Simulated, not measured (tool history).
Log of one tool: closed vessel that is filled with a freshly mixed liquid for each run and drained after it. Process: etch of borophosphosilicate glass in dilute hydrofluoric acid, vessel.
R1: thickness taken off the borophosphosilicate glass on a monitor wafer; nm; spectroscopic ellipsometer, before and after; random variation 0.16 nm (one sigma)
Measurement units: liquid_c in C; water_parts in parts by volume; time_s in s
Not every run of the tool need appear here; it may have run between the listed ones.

{"run": 1, "hour": 0.0, "liquid_c": 25.0, "water_parts": 245, "time_s": 140, "R1": 23.276}
{"run": 2, "hour": 1.0, "liquid_c": 23.5, "water_parts": 245, "time_s": 140, "R1": 21.942}
{"run": 3, "hour": 2.3, "liquid_c": 23.5, "water_parts": 190, "time_s": 140, "R1": 30.386}
{"run": 4, "hour": 5.6, "liquid_c": 23.5, "water_parts": 190, "time_s": 150, "R1": 32.611}
{"run": 5, "hour": 14.7, "liquid_c": 22.0, "water_parts": 210, "time_s": 150, "R1": 27.483}
{"run": 6, "hour": 20.6, "liquid_c": 21.0, "water_parts": 220, "time_s": 150, "R1": 24.471}

Expected results for the next run?
{"run": 7, "hour": 21.8, "liquid_c": 20.0, "water_parts": 225, "time_s": 150, "R1": "?"}

Run 7 gave R1 23.054 nm.
